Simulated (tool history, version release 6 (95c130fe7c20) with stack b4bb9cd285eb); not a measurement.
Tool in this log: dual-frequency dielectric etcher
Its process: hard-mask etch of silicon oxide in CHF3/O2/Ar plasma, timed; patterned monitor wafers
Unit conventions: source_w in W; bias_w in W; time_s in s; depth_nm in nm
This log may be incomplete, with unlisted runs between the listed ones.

{"run": 1, "day": 0.0, "source_w": 800, "bias_w": 176, "time_s": 13, "depth_nm": 27.709}
{"run": 2, "day": 0.254, "source_w": 800, "bias_w": 176, "time_s": 12, "depth_nm": 25.704}
{"run": 3, "day": 0.304, "source_w": 800, "bias_w": 176, "time_s": 12, "depth_nm": 25.653}
{"run": 4, "day": 0.338, "source_w": 800, "bias_w": 176, "time_s": 13, "depth_nm": 27.957}
{"run": 5, "day": 0.604, "source_w": 800, "bias_w": 145, "time_s": 13, "depth_nm": 25.216}
{"run": 6, "day": 0.671, "source_w": 900, "bias_w": 145, "time_s": 13, "depth_nm": 26.456}
{"run": 7, "day": 0.938, "source_w": 930, "bias_w": 151, "time_s": 13, "depth_nm": 27.289}
{"run": 8, "day": 1.092, "source_w": 930, "bias_w": 151, "time_s": 13, "depth_nm": 27.278}

Run 9 is up next; what results do you expect?
{"run": 9, "day": 1.454, "source_w": 960, "bias_w": 156, "time_s": 13, "depth_nm": "?"}

Logged for run 9: depth_nm 28.034 nm.

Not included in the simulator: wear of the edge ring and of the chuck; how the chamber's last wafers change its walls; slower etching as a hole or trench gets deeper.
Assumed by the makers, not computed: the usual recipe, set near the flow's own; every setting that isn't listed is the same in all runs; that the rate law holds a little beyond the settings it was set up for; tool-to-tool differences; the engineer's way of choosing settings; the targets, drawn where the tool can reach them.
